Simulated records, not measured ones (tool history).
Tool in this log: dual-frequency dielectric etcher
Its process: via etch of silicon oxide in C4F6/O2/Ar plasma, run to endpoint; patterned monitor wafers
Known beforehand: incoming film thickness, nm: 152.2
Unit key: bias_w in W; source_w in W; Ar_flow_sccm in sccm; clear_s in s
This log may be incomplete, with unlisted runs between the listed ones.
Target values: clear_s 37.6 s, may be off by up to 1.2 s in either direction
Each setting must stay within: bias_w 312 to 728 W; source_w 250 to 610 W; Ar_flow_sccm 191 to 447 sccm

{"run": 1, "day": 0.0, "bias_w": 520, "source_w": 430, "Ar_flow_sccm": 319, "clear_s": 31.346}
{"run": 2, "day": 0.183, "bias_w": 490, "source_w": 410, "Ar_flow_sccm": 322, "clear_s": 33.334}
{"run": 3, "day": 0.312, "bias_w": 490, "source_w": 410, "Ar_flow_sccm": 357, "clear_s": 33.61}
{"run": 4, "day": 0.333, "bias_w": 570, "source_w": 410, "Ar_flow_sccm": 357, "clear_s": 31.208}
{"day": 0.662, "done": "source power generator calibrated"}
{"run": 5, "day": 0.662, "bias_w": 570, "source_w": 410, "Ar_flow_sccm": 309, "clear_s": 29.698}
{"run": 6, "day": 0.954, "bias_w": 536, "source_w": 400, "Ar_flow_sccm": 311, "clear_s": 31.689}
{"run": 7, "day": 1.283, "bias_w": 510, "source_w": 390, "Ar_flow_sccm": 312, "clear_s": 32.918}
{"run": 8, "day": 1.583, "bias_w": 490, "source_w": 390, "Ar_flow_sccm": 313, "clear_s": 32.667}
{"run": 9, "day": 1.792, "bias_w": 465, "source_w": 380, "Ar_flow_sccm": 317, "clear_s": 34.186}
{"run": 10, "day": 2.05, "bias_w": 449, "source_w": 370, "Ar_flow_sccm": 319, "clear_s": 35.001}
{"run": 11, "day": 2.371, "bias_w": 449, "source_w": 370, "Ar_flow_sccm": 319, "clear_s": 35.131}
{"run": 12, "day": 2.512, "bias_w": 438, "source_w": 370, "Ar_flow_sccm": 320, "clear_s": 36.016}
{"run": 13, "day": 2.604, "bias_w": 431, "source_w": 370, "Ar_flow_sccm": 320, "clear_s": 35.619}
{"run": 14, "day": 2.892, "bias_w": 422, "source_w": 370, "Ar_flow_sccm": 321, "clear_s": 36.542}

Pick the move, out of 5, that brings all results within their allowed miss; only one does.
{"run": "A", "day": 3.179, "bias_w": 360, "source_w": 350, "Ar_flow_sccm": 340, "clear_s": "?"}
{"run": "B", "day": 3.179, "bias_w": 441, "source_w": 410, "Ar_flow_sccm": 315, "clear_s": "?"}
{"run": "C", "day": 3.179, "bias_w": 506, "source_w": 330, "Ar_flow_sccm": 304, "clear_s": "?"}
{"run": "D", "day": 3.179, "bias_w": 437, "source_w": 330, "Ar_flow_sccm": 320, "clear_s": "?"}
{"run": "E", "day": 3.179, "bias_w": 428, "source_w": 370, "Ar_flow_sccm": 211, "clear_s": "?"}

move=A clear_s=40.362
move=B clear_s=34.127
move=C clear_s=34.776
move=D clear_s=37.455
move=E clear_s=34.5
A: takes the biggest miss from the last run beyond its target
B: further off than the last run
C: further off than the last run
D: meets every target
E: further off than the last run
Answer: D

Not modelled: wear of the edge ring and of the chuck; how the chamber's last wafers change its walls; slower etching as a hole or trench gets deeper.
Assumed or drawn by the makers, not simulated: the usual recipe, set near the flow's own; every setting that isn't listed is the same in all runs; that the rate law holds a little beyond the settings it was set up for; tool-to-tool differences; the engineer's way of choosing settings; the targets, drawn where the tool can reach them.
